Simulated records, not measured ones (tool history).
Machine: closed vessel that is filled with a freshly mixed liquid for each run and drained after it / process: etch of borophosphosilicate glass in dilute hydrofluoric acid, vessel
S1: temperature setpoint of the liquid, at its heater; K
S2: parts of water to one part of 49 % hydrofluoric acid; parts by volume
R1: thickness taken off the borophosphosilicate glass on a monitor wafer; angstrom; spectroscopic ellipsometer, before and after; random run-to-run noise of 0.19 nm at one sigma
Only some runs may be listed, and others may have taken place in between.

{"run": 1, "hour": 0.0, "S1": 293.15, "S2": 130, "time in the liquid (s)": 100, "R1": 183.49}
{"run": 2, "hour": 1.2, "S1": 293.15, "S2": 130, "time in the liquid (s)": 105, "R1": 192.24}
{"run": 3, "hour": 7.4, "S1": 293.15, "S2": 90, "time in the liquid (s)": 105, "R1": 290.13}
{"run": 4, "hour": 10.1, "S1": 293.15, "S2": 115, "time in the liquid (s)": 105, "R1": 220.6}
{"run": 5, "hour": 15.3, "S1": 293.15, "S2": 145, "time in the liquid (s)": 105, "R1": 170.55}
{"run": 6, "hour": 18.0, "S1": 293.15, "S2": 120, "time in the liquid (s)": 105, "R1": 211.07}
{"run": 7, "hour": 24.3, "S1": 294.65, "S2": 115, "time in the liquid (s)": 105, "R1": 237.09}
{"run": 8, "hour": 32.4, "S1": 295.65, "S2": 110, "time in the liquid (s)": 105, "R1": 257.16}
{"run": 9, "hour": 37.0, "S1": 296.65, "S2": 105, "time in the liquid (s)": 105, "R1": 281.21}
{"run": 10, "hour": 39.7, "S1": 296.65, "S2": 105, "time in the liquid (s)": 105, "R1": 281.99}
{"run": 11, "hour": 48.8, "S1": 297.65, "S2": 105, "time in the liquid (s)": 105, "R1": 293.94}
{"run": 12, "hour": 53.6, "S1": 298.15, "S2": 105, "time in the liquid (s)": 105, "R1": 299.19}
{"run": 13, "hour": 58.4, "S1": 298.65, "S2": 105, "time in the liquid (s)": 105, "R1": 305.66}

For run 14, what comes out?
{"run": 14, "hour": 67.2, "S1": 299.15, "S2": 105, "time in the liquid (s)": 105, "R1": "?"}

R1: 314.05 angstrom
